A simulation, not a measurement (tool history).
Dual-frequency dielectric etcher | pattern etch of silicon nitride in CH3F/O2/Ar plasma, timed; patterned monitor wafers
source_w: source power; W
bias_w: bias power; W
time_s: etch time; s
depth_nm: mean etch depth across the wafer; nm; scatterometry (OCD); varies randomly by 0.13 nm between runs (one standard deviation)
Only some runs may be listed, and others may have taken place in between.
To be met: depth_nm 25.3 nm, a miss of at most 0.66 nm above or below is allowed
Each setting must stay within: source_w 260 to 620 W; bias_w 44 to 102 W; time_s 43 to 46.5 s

run,hour,source_w,bias_w,time_s,depth_nm
1,0,440,73,46.5,32.992
2,3.3,440,78,46.5,33.478
3,10.3,440,73,46.5,33.352
4,17.7,440,82,46.5,34.256
5,23.2,440,71,46.5,32.811
6,32.1,400,64,45.5,29.791
7,34.6,360,62,45.5,27.981
8,39.7,340,61,45.5,27.166
9,43.3,330,60,45.5,26.958
10,46.6,320,59,45.5,26.336

5 candidate next runs follow, results not yet known. Just one meets every target within its allowed miss. Identify it.
A,49.9,350,62,44,?
B,49.9,330,62,44.5,?
C,49.9,350,47,43,?
D,49.9,290,57,46.5,?
E,49.9,280,62,43,?

move,depth_nm
A,26.638
B,26.223
C,24.031
D,25.147
E,23.461
A: lands further from the targets than the last run did
B: an improvement on the last run, though not all results are within tolerance
C: takes the result that was furthest off past its target
D: all results in spec
E: takes the result that was furthest off past its target
D is the move that brings every result within its allowed miss.

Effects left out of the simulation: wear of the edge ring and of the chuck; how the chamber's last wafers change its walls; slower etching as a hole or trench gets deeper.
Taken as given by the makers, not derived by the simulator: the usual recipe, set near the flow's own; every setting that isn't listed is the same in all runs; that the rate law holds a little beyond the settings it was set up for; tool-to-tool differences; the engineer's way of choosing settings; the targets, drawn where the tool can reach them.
